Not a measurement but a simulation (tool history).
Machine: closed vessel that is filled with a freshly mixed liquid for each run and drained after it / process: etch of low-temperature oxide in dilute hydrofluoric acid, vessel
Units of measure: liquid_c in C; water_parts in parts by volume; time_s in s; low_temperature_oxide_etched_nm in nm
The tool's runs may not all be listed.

run	day	liquid_c	water_parts	time_s	low_temperature_oxide_etched_nm
1	0	21	195	165	7.9651
2	0.221	21	195	165	7.9548
3	0.504	23.5	140	165	12.95
4	0.783	25.5	115	165	17.621
5	0.946	25.5	115	130	13.989
6	1.004	25.5	115	165	17.616

Predict the results of run 7:
7	1.217	26.5	105	165	?

{"run 7": {"low_temperature_oxide_etched_nm": 20.407}}
